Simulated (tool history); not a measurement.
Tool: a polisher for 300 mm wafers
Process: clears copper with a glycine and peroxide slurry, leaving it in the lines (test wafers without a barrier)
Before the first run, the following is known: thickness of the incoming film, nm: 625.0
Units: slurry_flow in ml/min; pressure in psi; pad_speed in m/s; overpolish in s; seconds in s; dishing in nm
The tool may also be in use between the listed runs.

run,hour,slurry_flow,pressure,pad_speed,overpolish,seconds,dishing
1,0.0,170,1.9,1.10,10,132.64,35.352
2,2.2,205,1.9,1.10,10,126.23,36.475
3,8.3,190,1.7,1.10,11,139.53,35.764
4,16.0,180,1.6,1.08,12,149.55,37.345
5,19.5,180,1.6,1.08,8,149.43,25.998
6,27.9,180,1.3,1.08,8,176.18,21.646

Run 7 comes next. What will it give?
7,32.3,175,1.4,1.06,10,?,?

{"run 7": {"seconds": 168.6, "dishing": 28.878}}
